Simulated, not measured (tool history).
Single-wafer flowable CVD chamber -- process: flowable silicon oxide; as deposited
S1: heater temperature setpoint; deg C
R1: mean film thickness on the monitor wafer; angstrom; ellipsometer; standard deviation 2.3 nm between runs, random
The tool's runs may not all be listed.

run 1 day=0.000 | S1=100 chamber_pressure_(mTorr)=623 RF_power_(W)=2635 deposition_time_(s)=413 | R1=1964.8
run 2 day=0.100 | S1=100 chamber_pressure_(mTorr)=623 RF_power_(W)=2350 deposition_time_(s)=413 | R1=1941.6
run 3 day=0.242 | S1=106 chamber_pressure_(mTorr)=623 RF_power_(W)=2350 deposition_time_(s)=413 | R1=1520.1
run 4 day=0.600 | S1=106 chamber_pressure_(mTorr)=722 RF_power_(W)=2350 deposition_time_(s)=413 | R1=1754.6
run 5 day=0.912 | S1=101 chamber_pressure_(mTorr)=723 RF_power_(W)=2350 deposition_time_(s)=413 | R1=2137.4
run 6 day=0.950 | S1=97 chamber_pressure_(mTorr)=723 RF_power_(W)=2350 deposition_time_(s)=413 | R1=2497.6
run 7 day=1.038 | S1=94 chamber_pressure_(mTorr)=723 RF_power_(W)=2350 deposition_time_(s)=413 | R1=2800.6
run 8 day=1.188 | S1=91 chamber_pressure_(mTorr)=723 RF_power_(W)=2350 deposition_time_(s)=413 | R1=3088.0
run 9 day=1.408 | S1=89 chamber_pressure_(mTorr)=723 RF_power_(W)=2350 deposition_time_(s)=413 | R1=3332.9
run 10 day=1.733 | S1=87 chamber_pressure_(mTorr)=723 RF_power_(W)=2350 deposition_time_(s)=413 | R1=3587.5
run 11 day=1.950 | S1=86 chamber_pressure_(mTorr)=723 RF_power_(W)=2350 deposition_time_(s)=413 | R1=3714.5

Run 12, settings as shown, results not yet in. Your forecast:
run 12 day=2.054 | S1=78 chamber_pressure_(mTorr)=724 RF_power_(W)=2350 deposition_time_(s)=413 | R1=?

{"run 12": {"R1": 4770.4}}
